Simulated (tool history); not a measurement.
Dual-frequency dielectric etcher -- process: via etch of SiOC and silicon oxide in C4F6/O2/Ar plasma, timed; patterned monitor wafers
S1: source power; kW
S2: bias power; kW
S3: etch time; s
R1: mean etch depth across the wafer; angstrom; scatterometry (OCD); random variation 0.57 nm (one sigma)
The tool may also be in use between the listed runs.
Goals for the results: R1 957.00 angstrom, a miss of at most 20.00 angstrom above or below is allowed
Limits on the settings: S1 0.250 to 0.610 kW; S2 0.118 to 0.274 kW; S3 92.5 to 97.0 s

Run 1, hour 0.0: S1 0.430 kW, S2 0.196 kW, S3 92.5 s. Result: R1 1072.10 angstrom.
Run 2, hour 2.6: S1 0.430 kW, S2 0.231 kW, S3 92.5 s. Result: R1 1118.40 angstrom.
Run 3, hour 5.2: S1 0.370 kW, S2 0.231 kW, S3 92.5 s. Result: R1 1039.40 angstrom.
Run 4, hour 10.8: S1 0.350 kW, S2 0.229 kW, S3 92.5 s. Result: R1 1015.50 angstrom.
Run 5, hour 13.9: S1 0.340 kW, S2 0.228 kW, S3 92.5 s. Result: R1 980.25 angstrom.
Run 6, hour 18.0: S1 0.340 kW, S2 0.228 kW, S3 97.0 s. Result: R1 1036.10 angstrom.
Run 7, hour 19.3: S1 0.320 kW, S2 0.227 kW, S3 97.0 s. Result: R1 1003.90 angstrom.
Run 8, hour 20.9: S1 0.320 kW, S2 0.227 kW, S3 97.0 s. Result: R1 1008.90 angstrom.
Run 9, hour 29.3: S1 0.310 kW, S2 0.226 kW, S3 97.0 s. Result: R1 993.16 angstrom.

Which single option among these 5 for the next run brings every result within its allowed miss of target? Just one does.
Run A, hour 37.7: S1 0.300 kW, S2 0.263 kW, S3 96.0 s. Result: R1 ?.
Run B, hour 37.7: S1 0.340 kW, S2 0.225 kW, S3 94.0 s. Result: R1 ?.
Run C, hour 37.7: S1 0.290 kW, S2 0.239 kW, S3 96.0 s. Result: R1 ?.
Run D, hour 37.7: S1 0.310 kW, S2 0.200 kW, S3 93.5 s. Result: R1 ?.
Run E, hour 37.7: S1 0.330 kW, S2 0.254 kW, S3 97.0 s. Result: R1 ?.

move       R1
   A  1005.20
   B  1002.70
   C   955.53
   D   913.67
   E  1058.50
A: its largest miss is bigger than the last run's
B: its largest miss is bigger than the last run's
C: all results in spec
D: takes the result that was furthest off past its target
E: its largest miss is bigger than the last run's
C meets every target.

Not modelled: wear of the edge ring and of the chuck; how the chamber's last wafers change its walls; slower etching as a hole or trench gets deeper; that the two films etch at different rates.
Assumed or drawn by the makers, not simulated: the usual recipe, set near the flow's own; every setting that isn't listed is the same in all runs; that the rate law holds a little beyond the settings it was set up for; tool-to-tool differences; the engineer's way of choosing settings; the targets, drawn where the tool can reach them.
